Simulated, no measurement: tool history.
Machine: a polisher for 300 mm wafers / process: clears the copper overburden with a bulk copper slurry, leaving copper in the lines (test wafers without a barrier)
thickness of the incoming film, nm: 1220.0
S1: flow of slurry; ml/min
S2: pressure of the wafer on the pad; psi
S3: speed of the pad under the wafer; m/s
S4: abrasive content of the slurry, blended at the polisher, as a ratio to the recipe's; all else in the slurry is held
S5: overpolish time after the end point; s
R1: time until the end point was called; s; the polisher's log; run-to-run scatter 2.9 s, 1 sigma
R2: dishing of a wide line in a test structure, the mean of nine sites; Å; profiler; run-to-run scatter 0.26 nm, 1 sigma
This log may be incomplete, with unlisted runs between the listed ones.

Run 1, day 0.000: S1 135 ml/min, S2 3.0 psi, S3 1.38 m/s, S4 1.00, S5 17 s. Result: R1 103.43 s, R2 851.85 Å.
Run 2, day 0.138: S1 135 ml/min, S2 3.0 psi, S3 1.38 m/s, S4 0.80, S5 17 s. Result: R1 111.22 s, R2 854.91 Å.
Run 3, day 0.292: S1 135 ml/min, S2 3.0 psi, S3 1.12 m/s, S4 0.80, S5 17 s. Result: R1 129.24 s, R2 760.68 Å.
Run 4, day 0.433: S1 145 ml/min, S2 2.5 psi, S3 0.98 m/s, S4 1.00, S5 14 s. Result: R1 163.25 s, R2 577.29 Å.
Run 5, day 0.621: S1 160 ml/min, S2 2.2 psi, S3 0.90 m/s, S4 1.15, S5 11 s. Result: R1 183.74 s, R2 429.31 Å.
Run 6, day 0.808: S1 175 ml/min, S2 2.0 psi, S3 0.92 m/s, S4 1.25, S5 9 s. Result: R1 190.74 s, R2 343.68 Å.

Predict the results of run 7:
Run 7, day 1.129: S1 205 ml/min, S2 1.4 psi, S3 1.28 m/s, S4 1.50, S5 5 s. Result: R1 ?, R2 ?.

Logged for run 7: R1 196.41 s, R2 198.03 Å.
